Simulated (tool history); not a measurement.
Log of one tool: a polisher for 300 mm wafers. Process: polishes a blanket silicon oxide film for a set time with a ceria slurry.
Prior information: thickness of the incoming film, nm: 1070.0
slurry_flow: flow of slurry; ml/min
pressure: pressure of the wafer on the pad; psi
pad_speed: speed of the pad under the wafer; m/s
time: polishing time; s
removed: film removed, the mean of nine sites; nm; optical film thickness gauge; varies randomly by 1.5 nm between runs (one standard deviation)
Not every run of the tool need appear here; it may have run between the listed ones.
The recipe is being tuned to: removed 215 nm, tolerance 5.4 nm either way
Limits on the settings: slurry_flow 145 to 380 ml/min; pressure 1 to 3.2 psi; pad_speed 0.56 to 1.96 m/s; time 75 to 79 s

run  hour  slurry_flow  pressure  pad_speed  time  removed
  1     0          245       2.1       1.26    75   290.48
  2   5.1          240       1.9       1.26    75   260.03
  3  12.6          235       1.8       1.26    75   246.67
  4  17.3          230       1.7       1.26    75   233.38
  5  23.4          225       1.7       1.26    75   230.18
  6    24          210       1.7       1.26    75   227.39
  7  29.8          200       1.7       1.26    75   228.53
  8  36.2          195       1.7       1.26    75   226.82
  9  37.8          190       1.7       1.26    75   225.57
 10  44.3          190       1.7       1.26    75   227.22
 11  45.7          185       1.7       1.26    75   226.69
 12  53.5          180       1.7       1.26    75   225.59

Exercise: of the 5 proposed moves below, exactly one satisfies all targets within the stated allowed misses. Which move is it?
  A  61.3          195       1.5       1.28    79        ?
  B  61.3          175       2.1       0.96    79        ?
  C  61.3          165       1.4       1.36    78        ?
  D  61.3          200       1.8       1.12    78        ?
  E  61.3          190       2.2       0.92    77        ?

move  removed
   A   217.06
   B   232.61
   C   206.17
   D   228.94
   E    231.9
A: every result lands within tolerance
B: misses by more than the last run did
C: takes the biggest miss from the last run beyond its target
D: misses by more than the last run did
E: misses by more than the last run did
A meets every target.
